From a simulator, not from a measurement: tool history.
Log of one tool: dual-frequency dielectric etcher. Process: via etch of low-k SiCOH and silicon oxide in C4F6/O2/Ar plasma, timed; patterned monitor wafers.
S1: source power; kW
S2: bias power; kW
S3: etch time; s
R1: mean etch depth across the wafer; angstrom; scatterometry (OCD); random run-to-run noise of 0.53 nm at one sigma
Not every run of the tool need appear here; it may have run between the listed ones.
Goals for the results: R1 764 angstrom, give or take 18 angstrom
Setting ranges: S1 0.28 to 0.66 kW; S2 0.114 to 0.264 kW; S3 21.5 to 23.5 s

run    day    S1     S2    S3      R1
  1      0  0.47  0.189  23.5  640.15
  2  0.046  0.47  0.189  23.5  644.51
  3   0.25  0.54  0.189  23.5  675.67
  4  0.546  0.57  0.197  23.5  696.85
  5  0.883  0.59  0.204  23.5  722.06
  6  1.258  0.55  0.204  23.5   697.6
  7  1.604  0.58  0.209  23.5   714.9
  8  1.925   0.6  0.213  23.5  733.21
  9  2.058  0.61  0.215  23.5  741.09

4 next moves are on the table. One of them brings every result within its allowed miss. Which?
  A  2.192  0.61  0.233  22.5   ?
  B  2.192  0.66  0.233    23   ?
  C  2.192  0.65  0.231    22   ?
  D  2.192  0.61  0.215    23   ?

move      R1
   A  737.85
   B  775.51
   C  735.32
   D  730.91
A: moves away from the targets compared with the last run
B: hits every target within its allowed miss
C: moves away from the targets compared with the last run
D: moves away from the targets compared with the last run
Answer: B
